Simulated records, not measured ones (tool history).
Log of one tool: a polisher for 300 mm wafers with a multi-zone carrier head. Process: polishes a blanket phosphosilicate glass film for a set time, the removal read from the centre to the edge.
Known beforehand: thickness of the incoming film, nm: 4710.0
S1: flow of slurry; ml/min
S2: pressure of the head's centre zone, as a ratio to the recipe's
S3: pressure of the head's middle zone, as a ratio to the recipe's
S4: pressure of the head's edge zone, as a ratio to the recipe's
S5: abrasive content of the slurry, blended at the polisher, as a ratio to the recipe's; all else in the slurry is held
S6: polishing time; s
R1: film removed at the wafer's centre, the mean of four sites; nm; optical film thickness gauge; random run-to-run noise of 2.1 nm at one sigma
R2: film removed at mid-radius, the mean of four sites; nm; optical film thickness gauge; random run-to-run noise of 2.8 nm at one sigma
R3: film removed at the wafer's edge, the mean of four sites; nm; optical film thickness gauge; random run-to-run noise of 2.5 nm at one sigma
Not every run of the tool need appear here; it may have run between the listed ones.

Run 1, hour 0: S1 135 ml/min, S2 1, S3 1, S4 1, S5 1, S6 40 s. Result: R1 190.86 nm, R2 194.77 nm, R3 194.18 nm.
Run 2, hour 3.4: S1 160 ml/min, S2 1, S3 1, S4 1, S5 1, S6 40 s. Result: R1 193.57 nm, R2 203.18 nm, R3 196.91 nm.
Run 3, hour 10.9: S1 165 ml/min, S2 1.03, S3 1.01, S4 0.98, S5 1, S6 40 s. Result: R1 205.31 nm, R2 204.03 nm, R3 195.91 nm.
Run 4, hour 14.5: S1 165 ml/min, S2 1.03, S3 1.04, S4 0.98, S5 1, S6 40 s. Result: R1 204.47 nm, R2 207.36 nm, R3 198.86 nm.
Run 5, hour 17.8: S1 175 ml/min, S2 1.04, S3 1.06, S4 0.94, S5 1, S6 40 s. Result: R1 205.63 nm, R2 215.31 nm, R3 193.4 nm.
Run 6, hour 22.8: S1 175 ml/min, S2 1.04, S3 1.06, S4 0.94, S5 0.85, S6 40 s. Result: R1 184.43 nm, R2 196.11 nm, R3 179.39 nm.
Run 7, hour 25.8: S1 180 ml/min, S2 1.06, S3 1.08, S4 0.93, S5 0.85, S6 40 s. Result: R1 193.84 nm, R2 196.91 nm, R3 173.78 nm.
Run 8, hour 34.2: S1 185 ml/min, S2 1.07, S3 1.09, S4 0.94, S5 0.85, S6 40 s. Result: R1 190.43 nm, R2 199.95 nm, R3 174.83 nm.

Forecast run 9:
Run 9, hour 41: S1 185 ml/min, S2 1.08, S3 1.09, S4 0.94, S5 0.9, S6 40 s. Result: R1 ?, R2 ?, R3 ?.

Run 9 yielded R1 200.54 nm, R2 207.67 nm, R3 183.47 nm.
